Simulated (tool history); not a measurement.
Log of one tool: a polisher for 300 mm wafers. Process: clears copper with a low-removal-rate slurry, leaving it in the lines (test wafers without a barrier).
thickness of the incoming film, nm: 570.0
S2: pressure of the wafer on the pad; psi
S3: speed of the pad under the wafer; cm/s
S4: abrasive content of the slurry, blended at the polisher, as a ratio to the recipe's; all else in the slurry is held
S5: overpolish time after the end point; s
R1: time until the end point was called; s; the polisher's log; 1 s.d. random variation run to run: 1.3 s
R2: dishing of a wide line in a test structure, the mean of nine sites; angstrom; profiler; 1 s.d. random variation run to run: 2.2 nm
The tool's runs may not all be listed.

run 1 hour=0 | flow_of_slurry_(ml/min)=175 S2=3.8 S3=136 S4=1 S5=17 | R1=100.87 R2=643.44
run 2 hour=3.1 | flow_of_slurry_(ml/min)=175 S2=4.2 S3=138 S4=1 S5=18 | R1=86.63 R2=730.99
run 3 hour=10.9 | flow_of_slurry_(ml/min)=175 S2=4.2 S3=138 S4=0.8 S5=18 | R1=88.766 R2=743.18
run 4 hour=14.1 | flow_of_slurry_(ml/min)=175 S2=4.7 S3=138 S4=0.8 S5=18 | R1=80.14 R2=828.93
run 5 hour=16.8 | flow_of_slurry_(ml/min)=175 S2=4.9 S3=138 S4=0.8 S5=19 | R1=80.752 R2=874.36
run 6 hour=18.6 | flow_of_slurry_(ml/min)=175 S2=5.2 S3=140 S4=0.8 S5=19 | R1=73.277 R2=885.49
run 7 hour=19.4 | flow_of_slurry_(ml/min)=175 S2=5.2 S3=140 S4=0.8 S5=19 | R1=73.886 R2=896.1
run 8 hour=26.1 | flow_of_slurry_(ml/min)=175 S2=5.4 S3=140 S4=0.8 S5=20 | R1=69.462 R2=972.16

Run 9 comes next. What will it give?
run 9 hour=34.2 | flow_of_slurry_(ml/min)=175 S2=5.5 S3=140 S4=0.8 S5=21 | R1=? R2=?

R1: 69.418 s
R2: 1037.3 angstrom
